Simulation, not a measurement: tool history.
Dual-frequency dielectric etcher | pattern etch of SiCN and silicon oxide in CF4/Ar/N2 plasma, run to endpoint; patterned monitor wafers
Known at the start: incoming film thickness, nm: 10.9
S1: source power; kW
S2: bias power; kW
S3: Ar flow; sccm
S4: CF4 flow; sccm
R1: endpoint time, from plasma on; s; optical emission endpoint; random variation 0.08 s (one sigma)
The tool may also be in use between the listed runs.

| run | hour | S1 | S2 | S3 | S4 | R1 |
|---|---|---|---|---|---|---|
| 1 | 0 | 0.41 | 0.091 | 85 | 63 | 12.17 |
| 2 | 4.7 | 0.39 | 0.091 | 85 | 63 | 12.595 |
| 3 | 9.9 | 0.39 | 0.091 | 85 | 73 | 12.246 |
| 4 | 12.4 | 0.39 | 0.075 | 85 | 73 | 13.74 |
| 5 | 16.4 | 0.39 | 0.075 | 85 | 81 | 13.457 |
| 6 | 23.7 | 0.39 | 0.068 | 85 | 81 | 14.326 |
| 7 | 31 | 0.38 | 0.068 | 85 | 81 | 14.566 |
| 8 | 32.3 | 0.37 | 0.068 | 85 | 81 | 14.823 |
| 9 | 41.2 | 0.35 | 0.068 | 85 | 81 | 15.296 |
| 10 | 48.4 | 0.33 | 0.068 | 85 | 81 | 16.011 |

Run 11 comes next. What will it give?
| 11 | 52.5 | 0.33 | 0.068 | 85 | 81 | ? |

{"run 11": {"R1": 16.07}}
